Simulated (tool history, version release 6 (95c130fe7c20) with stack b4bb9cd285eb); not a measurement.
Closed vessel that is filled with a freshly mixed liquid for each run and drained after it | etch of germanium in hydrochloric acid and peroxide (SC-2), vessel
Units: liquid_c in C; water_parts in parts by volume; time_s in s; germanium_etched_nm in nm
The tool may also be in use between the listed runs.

run  hour  liquid_c  water_parts  time_s  germanium_etched_nm
  1   0.0      58.0         10.0      35               154.49
  2   1.7      60.0         10.0      35               163.81
  3   2.3      61.5         10.0      35               169.23
  4   4.5      61.5         10.0      35               170.74
  5   8.3      62.5         10.0      35               176.88
  6  15.0      56.0         10.0      35               147.32
     16.7  -- new drum of peroxide connected
  7  16.7      58.5         10.0      35               157.26
  8  20.9      66.5          9.5      35               198.54

The next listed run, before its measurement:
  9  25.1      66.0          9.5      35                    ?

Run 9 gave germanium_etched_nm 198.15 nm.
